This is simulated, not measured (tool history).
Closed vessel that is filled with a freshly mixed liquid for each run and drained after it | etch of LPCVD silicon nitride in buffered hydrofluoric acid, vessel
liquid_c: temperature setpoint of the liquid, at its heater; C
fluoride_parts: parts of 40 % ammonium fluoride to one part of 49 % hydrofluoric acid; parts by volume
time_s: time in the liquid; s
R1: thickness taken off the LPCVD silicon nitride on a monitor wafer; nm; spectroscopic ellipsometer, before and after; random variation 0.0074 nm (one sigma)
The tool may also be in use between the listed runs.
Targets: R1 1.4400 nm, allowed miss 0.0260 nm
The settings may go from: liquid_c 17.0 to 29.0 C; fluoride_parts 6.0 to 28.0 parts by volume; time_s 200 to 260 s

{"run": 1, "hour": 0.0, "liquid_c": 21.0, "fluoride_parts": 17.0, "time_s": 260, "R1": 2.2624}
{"run": 2, "hour": 3.1, "liquid_c": 20.0, "fluoride_parts": 18.0, "time_s": 260, "R1": 2.0132}
{"run": 3, "hour": 9.3, "liquid_c": 17.5, "fluoride_parts": 18.0, "time_s": 260, "R1": 1.739}
{"run": 4, "hour": 11.9, "liquid_c": 17.5, "fluoride_parts": 16.0, "time_s": 260, "R1": 1.9764}
{"run": 5, "hour": 13.7, "liquid_c": 17.5, "fluoride_parts": 17.0, "time_s": 260, "R1": 1.8567}
{"run": 6, "hour": 19.6, "liquid_c": 21.0, "fluoride_parts": 17.0, "time_s": 260, "R1": 2.2449}
{"run": 7, "hour": 23.1, "liquid_c": 20.0, "fluoride_parts": 17.5, "time_s": 260, "R1": 2.0823}
{"run": 8, "hour": 31.2, "liquid_c": 19.5, "fluoride_parts": 18.0, "time_s": 260, "R1": 1.9528}
{"run": 9, "hour": 32.7, "liquid_c": 19.0, "fluoride_parts": 18.5, "time_s": 260, "R1": 1.8431}
{"hour": 33.7, "done": "thermometer replaced"}
{"run": 10, "hour": 33.7, "liquid_c": 18.5, "fluoride_parts": 19.0, "time_s": 260, "R1": 1.5641}
{"run": 11, "hour": 34.9, "liquid_c": 18.0, "fluoride_parts": 19.0, "time_s": 260, "R1": 1.5182}
{"run": 12, "hour": 41.1, "liquid_c": 17.5, "fluoride_parts": 19.0, "time_s": 260, "R1": 1.4804}

5 next moves are on the table. One of them brings every result within its allowed miss. Which?
{"run": "A", "hour": 47.3, "liquid_c": 17.0, "fluoride_parts": 18.0, "time_s": 245, "R1": "?"}
{"run": "B", "hour": 47.3, "liquid_c": 17.5, "fluoride_parts": 18.5, "time_s": 235, "R1": "?"}
{"run": "C", "hour": 47.3, "liquid_c": 17.0, "fluoride_parts": 16.5, "time_s": 235, "R1": "?"}
{"run": "D", "hour": 47.3, "liquid_c": 18.5, "fluoride_parts": 17.5, "time_s": 210, "R1": "?"}
{"run": "E", "hour": 47.3, "liquid_c": 18.5, "fluoride_parts": 18.5, "time_s": 240, "R1": "?"}

move=A R1=1.4294
move=B R1=1.3731
move=C R1=1.4940
move=D R1=1.3721
move=E R1=1.4843
A: meets every target
B: takes the result that was furthest off past its target
C: further off than the last run
D: takes the result that was furthest off past its target
E: further off than the last run
Move A is the one to make.
